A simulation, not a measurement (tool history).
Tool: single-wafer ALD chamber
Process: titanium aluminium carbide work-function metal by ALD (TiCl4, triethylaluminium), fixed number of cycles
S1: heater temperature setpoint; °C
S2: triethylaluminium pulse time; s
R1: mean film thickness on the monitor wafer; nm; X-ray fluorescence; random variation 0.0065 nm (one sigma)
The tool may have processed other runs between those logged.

run,day,S1,S2,R1
1,0,295,13.75,2.004
2,0.233,290,13.75,1.9738
3,0.467,290,11.94,1.9291
4,0.712,290,9.36,1.8142
5,1.025,283,9.36,1.7698
6,1.358,288,9.36,1.8168
# day 1.633: thermocouple changed; heater temperature recalibrated
7,1.633,287,8.99,1.742
8,1.742,286,8.84,1.6951
9,1.975,285,8.81,1.704

What will run 10 give?
10,2.075,284,8.78,?

Run 10 gave R1 1.6931 nm.
